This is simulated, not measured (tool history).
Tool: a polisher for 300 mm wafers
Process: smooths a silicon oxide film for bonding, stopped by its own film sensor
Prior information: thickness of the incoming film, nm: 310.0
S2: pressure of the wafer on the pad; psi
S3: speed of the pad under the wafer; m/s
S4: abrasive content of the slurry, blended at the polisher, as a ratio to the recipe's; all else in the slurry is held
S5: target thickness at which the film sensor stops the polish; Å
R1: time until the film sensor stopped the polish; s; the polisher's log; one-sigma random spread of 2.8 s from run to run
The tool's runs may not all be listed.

run 1 hour=0 | flow_of_slurry_(ml/min)=125 S2=1.5 S3=0.78 S4=1 S5=2570 | R1=132.01
run 2 hour=1.6 | flow_of_slurry_(ml/min)=125 S2=1.4 S3=0.78 S4=1 S5=2570 | R1=139.31
run 3 hour=7.5 | flow_of_slurry_(ml/min)=125 S2=1.3 S3=0.78 S4=1 S5=2570 | R1=147.58
run 4 hour=11.1 | flow_of_slurry_(ml/min)=125 S2=1.7 S3=0.78 S4=1 S5=2570 | R1=118.84
run 5 hour=17.1 | flow_of_slurry_(ml/min)=105 S2=1.7 S3=0.78 S4=1 S5=2570 | R1=123.33
run 6 hour=21.6 | flow_of_slurry_(ml/min)=125 S2=1.7 S3=0.78 S4=1 S5=2570 | R1=120.59

What does the tool deliver on the next run?
run 7 hour=22.8 | flow_of_slurry_(ml/min)=125 S2=1.5 S3=0.76 S4=1 S5=2570 | R1=?

R1: 132.54 s

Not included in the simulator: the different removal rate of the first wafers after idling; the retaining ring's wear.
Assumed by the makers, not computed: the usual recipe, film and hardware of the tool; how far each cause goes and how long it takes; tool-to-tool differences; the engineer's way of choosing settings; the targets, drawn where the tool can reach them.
